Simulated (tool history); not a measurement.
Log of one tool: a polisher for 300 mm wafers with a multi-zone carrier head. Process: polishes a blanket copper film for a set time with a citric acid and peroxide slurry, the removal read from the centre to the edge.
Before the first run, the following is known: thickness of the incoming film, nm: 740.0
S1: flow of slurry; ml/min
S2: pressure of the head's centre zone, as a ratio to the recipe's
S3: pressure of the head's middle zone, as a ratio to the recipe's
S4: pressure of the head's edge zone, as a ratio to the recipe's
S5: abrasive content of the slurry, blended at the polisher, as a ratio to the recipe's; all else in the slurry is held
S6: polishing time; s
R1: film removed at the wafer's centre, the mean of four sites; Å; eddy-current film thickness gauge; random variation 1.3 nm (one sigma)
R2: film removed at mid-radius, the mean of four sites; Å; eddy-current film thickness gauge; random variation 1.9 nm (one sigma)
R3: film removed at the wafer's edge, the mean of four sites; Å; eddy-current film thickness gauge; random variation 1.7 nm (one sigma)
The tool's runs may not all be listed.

run,day,S1,S2,S3,S4,S5,S6,R1,R2,R3
1,0.000,300,1.00,1.00,1.00,1.00,76,2744.3,2620.3,2662.5
2,0.079,300,1.00,1.00,0.96,1.00,76,2793.1,2694.2,2580.7
3,0.358,300,1.00,1.00,1.02,1.00,76,2721.9,2678.0,2687.6
4,0.562,300,1.00,1.00,1.02,0.90,76,2664.0,2649.6,2651.6
5,0.792,300,0.98,0.96,0.97,0.80,66,2235.7,2142.0,2160.6
6,1.004,300,0.96,0.94,0.93,0.70,61,1950.3,1911.9,1912.5
7,1.288,305,0.96,0.93,0.90,0.65,58,1818.7,1734.2,1774.0

Run 8 comes next. What will it give?
8,1.517,300,0.97,0.94,0.87,0.60,56,?,?,?

Run 8 came out at R1 1745.3 Å, R2 1665.4 Å, R3 1633.6 Å.
